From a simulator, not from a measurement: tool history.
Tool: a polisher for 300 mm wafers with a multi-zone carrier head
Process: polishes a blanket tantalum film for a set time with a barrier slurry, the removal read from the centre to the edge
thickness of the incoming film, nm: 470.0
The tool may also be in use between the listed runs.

run,day,flow of slurry (ml/min),pressure of the head's centre zone,pressure of the head's middle zone,pressure of the head's edge zone,abrasive content of the slurry,polishing time (s),film removed at the wafer's centre (angstrom),film removed at mid-radius (angstrom),film removed at the wafer's edge (angstrom)
1,0.000,130,1.00,1.00,1.00,1.00,79,1253.0,1478.9,1405.3
2,0.358,125,1.00,0.98,0.99,0.95,77,1199.8,1371.3,1338.9
3,0.617,125,0.99,0.97,0.97,0.90,75,1148.1,1309.0,1262.9
4,0.808,120,0.98,0.95,0.96,0.85,74,1092.0,1239.8,1249.7
5,0.983,120,0.98,0.94,0.95,0.80,72,1042.2,1175.5,1187.6
6,1.183,120,0.98,0.94,0.90,0.80,72,1057.0,1158.6,1163.6
7,1.242,120,0.98,0.93,0.89,0.75,70,1002.5,1110.9,1103.6

Run 8 comes next. What will it give?
# day 1.462: centre zone pressure recalibrated
8,1.462,120,0.98,0.92,0.88,0.70,69,?,?,?

Run 8 gave film removed at the wafer's centre (angstrom) 1090.1, film removed at mid-radius (angstrom) 1110.2, film removed at the wafer's edge (angstrom) 1059.2.

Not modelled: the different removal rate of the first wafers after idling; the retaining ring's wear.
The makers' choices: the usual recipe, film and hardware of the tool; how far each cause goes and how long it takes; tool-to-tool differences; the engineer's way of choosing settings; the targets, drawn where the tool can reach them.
